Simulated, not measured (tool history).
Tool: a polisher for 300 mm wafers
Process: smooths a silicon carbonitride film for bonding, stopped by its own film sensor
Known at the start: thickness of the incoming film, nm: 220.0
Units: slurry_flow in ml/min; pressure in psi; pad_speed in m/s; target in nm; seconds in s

{"run": 1, "hour": 0.0, "slurry_flow": 310, "pressure": 1.5, "pad_speed": 0.98, "slurry_solids": 1, "target": 199, "seconds": 116.72}
{"run": 2, "hour": 8.9, "slurry_flow": 310, "pressure": 1.5, "pad_speed": 0.98, "slurry_solids": 0.8, "target": 199, "seconds": 120.71}
{"run": 3, "hour": 13.3, "slurry_flow": 310, "pressure": 1.3, "pad_speed": 0.98, "slurry_solids": 0.8, "target": 199, "seconds": 142.07}
{"run": 4, "hour": 16.1, "slurry_flow": 355, "pressure": 1.3, "pad_speed": 0.98, "slurry_solids": 0.8, "target": 199, "seconds": 144.48}
{"hour": 24.9, "done": "slurry blender recalibrated"}
{"run": 5, "hour": 24.9, "slurry_flow": 355, "pressure": 1.3, "pad_speed": 1.12, "slurry_solids": 0.8, "target": 199, "seconds": 115.92}
{"run": 6, "hour": 28.5, "slurry_flow": 355, "pressure": 1.2, "pad_speed": 1.12, "slurry_solids": 0.8, "target": 199, "seconds": 123.62}

The next listed run, before its measurement:
{"run": 7, "hour": 37.0, "slurry_flow": 355, "pressure": 1.1, "pad_speed": 1.12, "slurry_solids": 0.8, "target": 199, "seconds": "?"}

seconds: 137.32 s
